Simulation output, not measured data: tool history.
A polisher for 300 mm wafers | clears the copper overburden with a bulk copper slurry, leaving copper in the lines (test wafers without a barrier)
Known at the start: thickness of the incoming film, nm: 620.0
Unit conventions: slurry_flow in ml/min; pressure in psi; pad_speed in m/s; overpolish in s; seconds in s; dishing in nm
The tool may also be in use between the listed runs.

run	hour	slurry_flow	pressure	pad_speed	slurry_solids	overpolish	seconds	dishing
1	0.0	140	2.8	1.36	1.0	12	41.764	67.838
2	8.2	110	2.8	1.36	1.0	12	43.365	67.733
3	15.3	110	2.6	1.36	1.0	12	45.387	62.003
4	17.7	110	2.6	1.36	1.0	7	44.509	48.956
5	23.0	95	2.6	1.36	1.0	7	44.990	46.433
6	24.6	95	2.6	1.36	1.0	4	46.777	32.071

Expected results for the next run?
7	33.2	100	2.5	1.34	1.0	5	?	?

Run 7 measured seconds 49.045 s, dishing 37.595 nm.
